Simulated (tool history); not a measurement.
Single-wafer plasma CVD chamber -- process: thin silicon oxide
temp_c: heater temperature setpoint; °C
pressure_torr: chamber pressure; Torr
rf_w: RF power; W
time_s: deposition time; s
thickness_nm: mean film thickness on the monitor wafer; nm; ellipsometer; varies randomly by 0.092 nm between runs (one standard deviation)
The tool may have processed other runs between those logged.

{"run": 1, "day": 0.0, "temp_c": 420, "pressure_torr": 0.862, "rf_w": 340, "time_s": 9.7, "thickness_nm": 20.801}
{"run": 2, "day": 0.125, "temp_c": 420, "pressure_torr": 0.84, "rf_w": 340, "time_s": 9.7, "thickness_nm": 20.165}
{"run": 3, "day": 0.246, "temp_c": 420, "pressure_torr": 0.893, "rf_w": 340, "time_s": 9.7, "thickness_nm": 21.623}
{"run": 4, "day": 0.592, "temp_c": 420, "pressure_torr": 0.893, "rf_w": 340, "time_s": 9.7, "thickness_nm": 21.592}
{"run": 5, "day": 0.821, "temp_c": 420, "pressure_torr": 0.868, "rf_w": 340, "time_s": 9.7, "thickness_nm": 21.068}
{"run": 6, "day": 1.154, "temp_c": 420, "pressure_torr": 0.846, "rf_w": 340, "time_s": 9.7, "thickness_nm": 20.428}
{"run": 7, "day": 1.521, "temp_c": 420, "pressure_torr": 0.829, "rf_w": 340, "time_s": 9.7, "thickness_nm": 20.105}
{"run": 8, "day": 1.608, "temp_c": 420, "pressure_torr": 0.719, "rf_w": 335, "time_s": 9.7, "thickness_nm": 17.02}

The next listed run, before its measurement:
{"run": 9, "day": 1.754, "temp_c": 420, "pressure_torr": 0.727, "rf_w": 335, "time_s": 9.7, "thickness_nm": "?"}

Run 9 gave thickness_nm 17.123 nm.
